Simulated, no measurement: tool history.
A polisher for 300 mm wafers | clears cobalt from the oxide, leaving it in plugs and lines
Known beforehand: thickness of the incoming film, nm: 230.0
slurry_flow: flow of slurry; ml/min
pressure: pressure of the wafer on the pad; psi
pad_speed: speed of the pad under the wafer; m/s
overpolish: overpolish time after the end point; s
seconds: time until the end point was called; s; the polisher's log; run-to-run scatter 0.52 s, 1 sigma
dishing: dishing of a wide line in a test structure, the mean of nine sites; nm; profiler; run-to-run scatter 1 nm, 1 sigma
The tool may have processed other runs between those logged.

{"run": 1, "hour": 0.0, "slurry_flow": 290, "pressure": 2.2, "pad_speed": 0.88, "overpolish": 15, "seconds": 53.129, "dishing": 45.489}
{"run": 2, "hour": 6.9, "slurry_flow": 290, "pressure": 2.2, "pad_speed": 0.88, "overpolish": 9, "seconds": 53.796, "dishing": 30.344}
{"run": 3, "hour": 15.0, "slurry_flow": 230, "pressure": 2.2, "pad_speed": 0.88, "overpolish": 9, "seconds": 53.922, "dishing": 29.532}
{"run": 4, "hour": 20.2, "slurry_flow": 230, "pressure": 2.2, "pad_speed": 1.04, "overpolish": 9, "seconds": 48.829, "dishing": 33.171}
{"run": 5, "hour": 21.1, "slurry_flow": 230, "pressure": 2.2, "pad_speed": 1.04, "overpolish": 13, "seconds": 50.181, "dishing": 42.671}
{"run": 6, "hour": 26.2, "slurry_flow": 240, "pressure": 2.4, "pad_speed": 1.04, "overpolish": 13, "seconds": 45.186, "dishing": 47.26}
{"hour": 27.8, "done": "worn pad replaced by a new one"}
{"run": 7, "hour": 27.8, "slurry_flow": 245, "pressure": 2.6, "pad_speed": 1.04, "overpolish": 12, "seconds": 37.016, "dishing": 49.921}

Expected results for the next run?
{"run": 8, "hour": 28.4, "slurry_flow": 250, "pressure": 2.6, "pad_speed": 1.04, "overpolish": 12, "seconds": "?", "dishing": "?"}

seconds: 37.163 s
dishing: 47.801 nm

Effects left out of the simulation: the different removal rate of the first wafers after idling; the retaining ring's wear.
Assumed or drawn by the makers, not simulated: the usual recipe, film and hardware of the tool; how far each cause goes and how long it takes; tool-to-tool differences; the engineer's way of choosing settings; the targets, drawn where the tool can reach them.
